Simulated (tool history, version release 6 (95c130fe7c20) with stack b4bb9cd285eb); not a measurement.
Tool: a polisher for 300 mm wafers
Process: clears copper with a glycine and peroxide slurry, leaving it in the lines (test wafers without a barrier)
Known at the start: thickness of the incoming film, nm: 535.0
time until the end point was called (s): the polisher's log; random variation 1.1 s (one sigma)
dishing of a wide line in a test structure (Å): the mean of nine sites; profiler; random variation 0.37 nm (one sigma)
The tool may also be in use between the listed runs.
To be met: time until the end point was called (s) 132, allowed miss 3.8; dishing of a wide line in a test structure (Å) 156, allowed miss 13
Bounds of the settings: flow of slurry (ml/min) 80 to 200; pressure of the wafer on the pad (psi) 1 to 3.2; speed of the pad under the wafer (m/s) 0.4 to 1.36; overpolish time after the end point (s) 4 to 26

run	hour	flow of slurry (ml/min)	pressure of the wafer on the pad (psi)	speed of the pad under the wafer (m/s)	overpolish time after the end point (s)	time until the end point was called (s)	dishing of a wide line in a test structure (Å)
1	0	130	2.1	0.88	13	158.63	333.76
2	4.4	135	2.1	0.9	10	154.06	248.92
3	5.3	135	1.6	0.9	10	178.36	222.34
4	7	115	1.6	0.9	10	181.69	215.06
5	9.4	105	1.8	0.94	8	170.9	197.93
6	13.9	135	1.8	0.98	7	159.18	181.42
7	21.6	170	2.2	1	4	131.35	124.94
8	28.1	170	2.2	1	4	130.26	126.42
9	36.6	165	2.2	1	4	130.34	131.15
10	42.9	155	2.2	1	7	134.12	213.27
11	48.1	165	2.2	1	7	131.43	212.03
12	52.6	170	2.2	0.98	6	134	181.39

4 next moves are on the table. One of them brings every result within its allowed miss. Which?
A	57.1	185	2.3	0.86	7	?	?
B	57.1	195	2	1.04	6	?	?
C	57.1	165	2.5	0.92	5	?	?
D	57.1	155	1.9	1.1	7	?	?

move	time until the end point was called (s)	dishing of a wide line in a test structure (Å)
A	142.63	196.09
B	133.14	180.22
C	130.62	154.93
D	136	203.9
A: further off than the last run
B: as far off as the last run
C: meets every target
D: further off than the last run
Answer: C
